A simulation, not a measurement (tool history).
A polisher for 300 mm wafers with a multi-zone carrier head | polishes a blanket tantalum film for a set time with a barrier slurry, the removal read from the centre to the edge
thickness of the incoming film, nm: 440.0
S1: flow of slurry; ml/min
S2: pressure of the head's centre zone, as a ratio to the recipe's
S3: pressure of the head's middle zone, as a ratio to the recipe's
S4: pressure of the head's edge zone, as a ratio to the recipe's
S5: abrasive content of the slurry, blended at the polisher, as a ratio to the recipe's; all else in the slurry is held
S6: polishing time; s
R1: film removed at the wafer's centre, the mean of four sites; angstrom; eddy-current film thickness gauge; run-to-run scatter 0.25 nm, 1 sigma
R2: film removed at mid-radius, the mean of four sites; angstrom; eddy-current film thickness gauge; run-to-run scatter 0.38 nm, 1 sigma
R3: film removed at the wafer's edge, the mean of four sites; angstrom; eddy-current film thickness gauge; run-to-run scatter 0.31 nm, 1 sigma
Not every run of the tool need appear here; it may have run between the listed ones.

run,day,S1,S2,S3,S4,S5,S6,R1,R2,R3
1,0,190,1,1,1,1,45,474.77,482.83,495.3
2,0.254,180,1.01,0.94,0.98,0.85,44,447.84,436.64,463.5
3,0.571,175,1.04,0.9,0.99,0.75,42,425.18,390.17,427.16
4,0.725,175,1.04,0.98,0.99,0.75,42,427.23,427.31,426.89
5,0.829,175,1.04,0.98,0.91,0.75,42,432.99,410.66,413.49
6,1.112,165,1.03,0.93,0.89,0.75,42,411.98,395.4,406
# day 1.454: slurry nozzle cleaned
7,1.454,175,1.05,0.89,0.93,0.65,41,434.77,384.16,413.17
8,1.621,165,1.06,0.86,0.95,0.65,40,427.01,364.69,401.94

What will run 9 give?
9,1.733,160,1.06,0.84,0.98,0.6,39,?,?,?

{"run 9": {"R1": 407.98, "R2": 337.39, "R3": 387.28}}

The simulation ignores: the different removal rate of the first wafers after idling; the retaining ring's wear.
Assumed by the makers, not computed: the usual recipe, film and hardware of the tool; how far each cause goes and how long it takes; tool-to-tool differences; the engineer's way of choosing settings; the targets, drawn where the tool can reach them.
